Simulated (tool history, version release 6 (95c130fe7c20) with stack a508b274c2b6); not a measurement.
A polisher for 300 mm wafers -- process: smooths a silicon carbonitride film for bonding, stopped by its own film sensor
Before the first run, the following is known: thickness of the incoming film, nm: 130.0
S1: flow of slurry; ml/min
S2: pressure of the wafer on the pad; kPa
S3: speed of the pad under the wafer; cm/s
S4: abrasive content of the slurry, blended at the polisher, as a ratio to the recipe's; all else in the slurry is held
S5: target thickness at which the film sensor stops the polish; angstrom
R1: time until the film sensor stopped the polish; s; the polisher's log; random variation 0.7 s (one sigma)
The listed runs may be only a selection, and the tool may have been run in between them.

run	hour	S1	S2	S3	S4	S5	R1
1	0.0	215	17.9	114	1.00	1160	32.281
2	3.3	215	20.0	114	1.00	1160	30.663
3	7.2	215	17.9	114	1.00	1160	31.392
4	8.6	215	17.9	114	1.15	1160	30.142
5	14.9	215	15.9	110	1.15	1160	33.395
6	20.9	215	15.9	110	1.15	1180	28.497
7	23.2	215	14.5	102	1.15	1180	31.148
8	24.0	215	13.1	96	1.15	1180	34.552
9	31.2	215	12.4	94	1.15	1180	36.470
# hour 33.7: slurry nozzle cleaned
10	33.7	215	11.7	92	1.15	1180	35.811

For run 11, what comes out?
11	40.8	215	11.0	88	1.15	1180	?

R1: 39.826 s
